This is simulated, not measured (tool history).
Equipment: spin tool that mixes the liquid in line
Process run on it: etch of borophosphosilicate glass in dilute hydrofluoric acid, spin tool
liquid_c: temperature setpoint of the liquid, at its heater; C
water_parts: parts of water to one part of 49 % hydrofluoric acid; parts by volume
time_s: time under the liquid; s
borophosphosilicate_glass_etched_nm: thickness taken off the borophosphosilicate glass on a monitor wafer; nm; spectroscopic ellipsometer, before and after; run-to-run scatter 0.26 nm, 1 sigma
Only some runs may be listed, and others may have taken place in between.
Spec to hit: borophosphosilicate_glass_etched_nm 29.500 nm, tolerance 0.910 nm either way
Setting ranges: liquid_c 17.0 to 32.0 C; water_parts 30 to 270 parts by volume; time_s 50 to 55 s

run    day  liquid_c  water_parts  time_s  borophosphosilicate_glass_etched_nm
  1  0.000      24.0          150      50                               14.793
  2  0.175      24.0          180      50                               11.712
  3  0.433      25.5          180      50                               12.578
  4  0.567      25.5          180      55                               13.782
  5  0.796      25.5          180      50                               12.455
  6  1.121      26.5          170      50                               13.800
  7  1.425      26.5          170      50                               13.882
  8  1.738      27.0          160      50                               15.519
  9  1.912      27.5          150      50                               16.744
 10  2.179      31.5           90      50                               35.054
 11  2.525      31.0           90      50                               33.745
 12  2.675      30.5           90      50                               33.608
 13  2.721      30.0           90      50                               33.316
 14  2.971      29.5           90      50                               32.267
 15  3.121      29.0           90      50                               31.411
 16  3.225      28.0           90      50                               30.976

Pick the move, out of 4, that brings all results within their allowed miss; only one does.
  A  3.329      26.0           95      55                                    ?
  B  3.329      29.0           85      50                                    ?
  C  3.329      25.0           85      55                                    ?
  D  3.329      27.0           90      55                                    ?

move  borophosphosilicate_glass_etched_nm
   A                               29.618
   B                               34.257
   C                               32.238
   D                               32.720
A: all results in spec
B: moves away from the targets compared with the last run
C: moves away from the targets compared with the last run
D: moves away from the targets compared with the last run
Correct choice: A, which meets every target

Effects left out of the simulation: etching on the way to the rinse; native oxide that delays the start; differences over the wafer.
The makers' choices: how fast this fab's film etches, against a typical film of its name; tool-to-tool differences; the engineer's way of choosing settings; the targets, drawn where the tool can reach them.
